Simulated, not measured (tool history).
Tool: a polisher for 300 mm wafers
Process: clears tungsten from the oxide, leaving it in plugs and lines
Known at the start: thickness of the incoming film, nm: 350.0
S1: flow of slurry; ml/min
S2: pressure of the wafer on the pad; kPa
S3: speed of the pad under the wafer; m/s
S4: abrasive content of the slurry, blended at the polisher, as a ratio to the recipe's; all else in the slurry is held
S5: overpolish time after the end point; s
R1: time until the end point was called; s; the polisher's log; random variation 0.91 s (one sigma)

run,hour,S1,S2,S3,S4,S5,R1
1,0,130,29.6,1.14,1,27,66.065
2,4.4,130,29.6,1.04,1,27,69.23
3,11.6,130,37.2,1.04,1,27,57.894
4,13.9,130,37.2,1.14,1,27,53.527
5,19.4,130,37.2,1.14,1,27,53.407
6,27.6,130,37.2,0.98,1,27,61.708
7,34.3,130,35.9,0.98,1,27,63.095
8,41.9,130,34.5,0.98,1,27,65.752

The next listed run, before its measurement:
9,42.9,130,34.5,0.98,1,27,?

Run 9 gave R1 65.732 s.
